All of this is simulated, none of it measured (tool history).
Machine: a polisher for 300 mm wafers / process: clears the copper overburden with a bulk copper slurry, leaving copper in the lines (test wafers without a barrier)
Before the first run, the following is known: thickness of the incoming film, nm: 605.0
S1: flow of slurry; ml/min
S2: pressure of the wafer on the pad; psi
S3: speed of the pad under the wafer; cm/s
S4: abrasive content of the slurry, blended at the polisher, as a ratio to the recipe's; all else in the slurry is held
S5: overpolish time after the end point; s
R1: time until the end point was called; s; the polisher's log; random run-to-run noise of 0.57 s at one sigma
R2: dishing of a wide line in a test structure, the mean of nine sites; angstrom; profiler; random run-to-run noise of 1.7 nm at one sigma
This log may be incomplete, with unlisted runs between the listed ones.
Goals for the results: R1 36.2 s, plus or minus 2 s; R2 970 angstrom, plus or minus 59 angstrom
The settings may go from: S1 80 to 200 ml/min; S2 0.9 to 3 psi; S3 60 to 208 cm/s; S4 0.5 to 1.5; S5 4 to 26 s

run    day   S1   S2   S3    S4  S5      R1      R2
  1      0  130  1.9  134     1  13  67.476  665.88
  2  0.025  110  1.9  134     1  13  71.237  659.67
  3  0.217  110  1.9  134     1  17  69.557  781.41
  4  0.254  110  1.9  134  1.15  17  70.027  803.19
  5  0.546  120  2.2  136  1.15  15   58.75  850.88
  6  0.896  120  1.9  136  1.15  15  66.437  756.29
  7  0.988  130  2.3  140  1.15  13   52.37  823.08
  8  1.308  140  2.5  142  1.15  12  47.048   843.2
  9  1.421  145  2.7  144  1.15  12   43.49  889.33
 10  1.554  145  2.8  146  1.15  12  40.128  945.58

Of the 5 settings listed for the next run, only one would bring every result within its allowed miss of target. Which one?
  A  1.688  145  2.6  138  1.15  17   ?   ?
  B  1.688  135  2.6  140   1.1  15   ?   ?
  C  1.688  175  2.7  156  1.45  12   ?   ?
  D  1.688  150  2.6  148   1.2  13   ?   ?
  E  1.688  130  2.8  138  1.35  14   ?   ?

move      R1      R2
   A  47.988  1008.1
   B  48.375  945.88
   C  37.848  962.21
   D  44.165  920.95
   E  43.861  970.92
A: moves away from the targets compared with the last run
B: moves away from the targets compared with the last run
C: hits every target within its allowed miss
D: moves away from the targets compared with the last run
E: moves away from the targets compared with the last run
So the answer is move C, the one that meets all the targets.
